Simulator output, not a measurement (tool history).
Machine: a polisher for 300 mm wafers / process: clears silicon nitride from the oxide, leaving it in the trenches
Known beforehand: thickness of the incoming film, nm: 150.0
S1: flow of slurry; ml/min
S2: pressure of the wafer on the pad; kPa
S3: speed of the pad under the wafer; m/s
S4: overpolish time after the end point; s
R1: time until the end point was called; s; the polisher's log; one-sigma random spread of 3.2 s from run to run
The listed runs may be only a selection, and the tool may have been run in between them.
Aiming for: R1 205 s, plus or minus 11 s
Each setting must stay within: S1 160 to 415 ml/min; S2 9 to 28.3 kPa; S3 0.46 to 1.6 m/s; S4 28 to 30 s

run  hour   S1    S2    S3  S4      R1
  1     0  265  18.6  1.02  28  139.89
  2   4.5  265  22.8  1.02  28  114.84
  3   7.5  265  22.8  1.02  30  117.74
  4    11  265  22.8   1.2  30  98.992
  5  19.4  265  22.8  1.04  30  114.27
  6  27.1  330  22.8  1.04  30  114.51
  7  31.3  330  20.7  1.02  30  125.55
  8  32.2  330  18.6     1  30  142.28

Consider the 4 candidate settings below. Which is the only one whose results all fall within their allowed miss of target?
  A  33.1  400  15.2   0.7  30   ?
  B  33.1  330  16.5  0.76  30   ?
  C  33.1  365  15.2  0.68  29   ?
  D  33.1  320  13.8  0.76  29   ?

move      R1
   A  233.01
   B  202.04
   C  240.55
   D  241.44
A: takes the result that was furthest off past its target
B: meets every target
C: takes the result that was furthest off past its target
D: takes the result that was furthest off past its target
Go with B: it meets all targets.

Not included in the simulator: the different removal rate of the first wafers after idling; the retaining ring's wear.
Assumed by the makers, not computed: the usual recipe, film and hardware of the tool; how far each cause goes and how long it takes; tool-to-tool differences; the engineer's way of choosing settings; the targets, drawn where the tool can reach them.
